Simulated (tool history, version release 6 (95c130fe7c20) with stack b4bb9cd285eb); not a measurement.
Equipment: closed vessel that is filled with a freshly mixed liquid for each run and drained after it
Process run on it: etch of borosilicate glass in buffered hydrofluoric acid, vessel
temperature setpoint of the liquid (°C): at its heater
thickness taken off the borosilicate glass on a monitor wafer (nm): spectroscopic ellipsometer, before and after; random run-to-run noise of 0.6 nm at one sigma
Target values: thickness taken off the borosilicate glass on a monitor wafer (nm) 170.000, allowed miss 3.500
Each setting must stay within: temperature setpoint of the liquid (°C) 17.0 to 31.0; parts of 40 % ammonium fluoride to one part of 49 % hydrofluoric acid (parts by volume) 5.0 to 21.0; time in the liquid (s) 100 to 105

run  hour  temperature setpoint of the liquid (°C)  parts of 40 % ammonium fluoride to one part of 49 % hydrofluoric acid (parts by volume)  time in the liquid (s)  thickness taken off the borosilicate glass on a monitor wafer (nm)
  1   0.0                                     23.0                                                                                     13.0                     100                                                              88.521
  2   8.3                                     23.0                                                                                     10.5                     100                                                             109.170
  3  16.1                                     24.0                                                                                     10.5                     100                                                             115.750
  4  18.2                                     25.0                                                                                     10.5                     100                                                             121.630
  5  25.0                                     26.0                                                                                     10.5                     100                                                             128.900
  6  30.1                                     26.0                                                                                     13.5                     100                                                             100.040
  7  38.1                                     26.5                                                                                     13.0                     100                                                             106.000
  8  41.1                                     27.0                                                                                     12.5                     100                                                             114.440
  9  49.5                                     27.5                                                                                     12.0                     100                                                             121.600
 10  56.6                                     28.0                                                                                     12.0                     100                                                             124.630
 11  65.0                                     28.5                                                                                     12.0                     100                                                             129.240
 12  72.1                                     28.5                                                                                     12.0                     100                                                             129.240
 13  73.9                                     29.0                                                                                     12.0                     100                                                             132.120
 14  78.9                                     30.0                                                                                     11.0                     100                                                             150.600
 15  84.1                                     30.5                                                                                     10.5                     100                                                             161.470
 16  93.3                                     31.0                                                                                     10.5                     100                                                             166.170
 17  94.5                                     31.0                                                                                     10.0                     100                                                             174.640

4 candidate next runs follow, results not yet known. Just one meets every target within its allowed miss. Identify it.
  A  95.7                                     30.5                                                                                     10.5                     105                                                                   ?
  B  95.7                                     29.0                                                                                      8.5                     100                                                                   ?
  C  95.7                                     30.5                                                                                      9.0                     100                                                                   ?
  D  95.7                                     30.5                                                                                     10.0                     105                                                                   ?

move  thickness taken off the borosilicate glass on a monitor wafer (nm)
   A                                                             170.370
   B                                                             179.460
   C                                                             182.090
   D                                                             178.730
A: hits every target within its allowed miss
B: its largest miss is bigger than the last run's
C: its largest miss is bigger than the last run's
D: its largest miss is bigger than the last run's
Correct choice: A, which meets every target
